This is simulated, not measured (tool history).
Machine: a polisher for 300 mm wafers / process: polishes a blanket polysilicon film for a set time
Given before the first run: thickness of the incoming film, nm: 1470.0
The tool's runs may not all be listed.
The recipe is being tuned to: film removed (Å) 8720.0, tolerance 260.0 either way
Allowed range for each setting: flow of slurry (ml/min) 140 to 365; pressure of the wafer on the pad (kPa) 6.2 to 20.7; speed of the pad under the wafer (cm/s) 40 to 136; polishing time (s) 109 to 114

run	hour	flow of slurry (ml/min)	pressure of the wafer on the pad (kPa)	speed of the pad under the wafer (cm/s)	polishing time (s)	film removed (Å)
1	0.0	235	13.1	88	109	5235.5
2	8.3	200	13.1	88	109	5118.0
3	10.4	200	13.1	100	109	5752.9
4	19.0	200	13.1	112	109	6474.9
5	19.6	200	13.1	96	109	5580.4
6	21.7	200	15.9	96	109	6750.2
7	24.2	205	16.5	96	109	6985.3
8	32.8	210	17.2	96	109	7382.0
9	33.8	215	17.9	96	109	7666.9
10	40.3	215	18.6	96	109	7956.2
11	48.3	215	19.3	96	109	8193.9

Pick the move, out of 4, that brings all results within their allowed miss; only one does.
A	56.3	265	20.7	72	113	?
B	56.3	190	20.0	88	109	?
C	56.3	255	16.5	94	113	?
D	56.3	190	20.0	96	113	?

move	film removed (Å)
A	7074.2
B	7665.9
C	7327.6
D	8648.0
A: further off than the last run
B: further off than the last run
C: further off than the last run
D: meets every target
The right move is D.

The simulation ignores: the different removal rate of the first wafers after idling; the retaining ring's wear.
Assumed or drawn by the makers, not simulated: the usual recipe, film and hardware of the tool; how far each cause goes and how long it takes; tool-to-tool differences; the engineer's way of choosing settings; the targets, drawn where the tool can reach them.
